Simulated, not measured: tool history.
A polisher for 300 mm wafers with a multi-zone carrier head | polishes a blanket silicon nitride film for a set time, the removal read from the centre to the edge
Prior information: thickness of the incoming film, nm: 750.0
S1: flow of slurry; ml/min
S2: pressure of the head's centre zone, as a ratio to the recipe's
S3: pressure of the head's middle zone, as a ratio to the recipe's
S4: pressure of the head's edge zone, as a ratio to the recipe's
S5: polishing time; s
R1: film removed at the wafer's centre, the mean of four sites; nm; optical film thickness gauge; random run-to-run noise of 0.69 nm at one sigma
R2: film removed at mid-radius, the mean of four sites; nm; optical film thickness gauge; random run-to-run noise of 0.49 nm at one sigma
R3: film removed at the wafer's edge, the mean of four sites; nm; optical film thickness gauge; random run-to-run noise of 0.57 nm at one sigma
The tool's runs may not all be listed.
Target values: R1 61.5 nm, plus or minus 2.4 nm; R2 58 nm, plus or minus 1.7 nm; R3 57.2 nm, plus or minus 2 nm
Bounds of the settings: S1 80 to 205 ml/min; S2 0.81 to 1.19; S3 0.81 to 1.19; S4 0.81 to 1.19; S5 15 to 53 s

| run | hour | S1 | S2 | S3 | S4 | S5 | R1 | R2 | R3 |
|---|---|---|---|---|---|---|---|---|---|
| 1 | 0 | 135 | 1 | 1 | 1 | 34 | 42.047 | 41.581 | 39.908 |
| 2 | 1.6 | 140 | 1.01 | 1.01 | 1.02 | 35 | 45.385 | 44.221 | 42.189 |
| 3 | 5.6 | 140 | 1.01 | 1.01 | 1.07 | 35 | 44.298 | 44.497 | 42.628 |
| 4 | 9.7 | 115 | 1.01 | 1.01 | 1.07 | 35 | 41.967 | 41.663 | 41.447 |
| 5 | 12.6 | 115 | 1.09 | 1.01 | 1.07 | 35 | 45.343 | 41.706 | 41.69 |
|  | 16.9 | edge zone pressure recalibrated |
| 6 | 16.9 | 115 | 1.13 | 1.01 | 1.07 | 35 | 46.803 | 41.541 | 43.107 |
| 7 | 23.5 | 120 | 1.13 | 1.02 | 1.09 | 36 | 49.005 | 43.721 | 44.204 |
| 8 | 27.8 | 125 | 1.12 | 1.02 | 1.1 | 37 | 50.177 | 45.434 | 47.17 |
| 9 | 35.1 | 125 | 1.12 | 1.02 | 1.1 | 37 | 50.557 | 44.656 | 47.127 |
| 10 | 41.3 | 135 | 1.12 | 1.04 | 1.11 | 37 | 51.589 | 46.72 | 47.239 |
| 11 | 45.7 | 140 | 1.12 | 1.05 | 1.12 | 38 | 54.365 | 48.472 | 49.423 |
| 12 | 51.5 | 145 | 1.11 | 1.06 | 1.13 | 38 | 51.972 | 48.668 | 49.412 |

Next run, 4 choices. One meets every target within its allowed miss, the rest don't. Which?
| A | 57.3 | 165 | 1.08 | 1.06 | 1.09 | 44 | ? | ? | ? |
| B | 57.3 | 160 | 1.19 | 1.1 | 1.15 | 44 | ? | ? | ? |
| C | 57.3 | 150 | 1.06 | 1.13 | 1.17 | 45 | ? | ? | ? |
| D | 57.3 | 130 | 1.07 | 1.15 | 1.14 | 47 | ? | ? | ? |

| move | R1 | R2 | R3 |
|---|---|---|---|
| A | 62.736 | 58.255 | 58.129 |
| B | 68.737 | 59.117 | 59.47 |
| C | 61.686 | 60.669 | 60.789 |
| D | 62.742 | 62.006 | 61.225 |
A: every result lands within tolerance
B: gets the furthest-off result to its target, but another result is out of tolerance
C: carries the result that was furthest off beyond its target, to the other side
D: carries the result that was furthest off beyond its target, to the other side
The right move is A.

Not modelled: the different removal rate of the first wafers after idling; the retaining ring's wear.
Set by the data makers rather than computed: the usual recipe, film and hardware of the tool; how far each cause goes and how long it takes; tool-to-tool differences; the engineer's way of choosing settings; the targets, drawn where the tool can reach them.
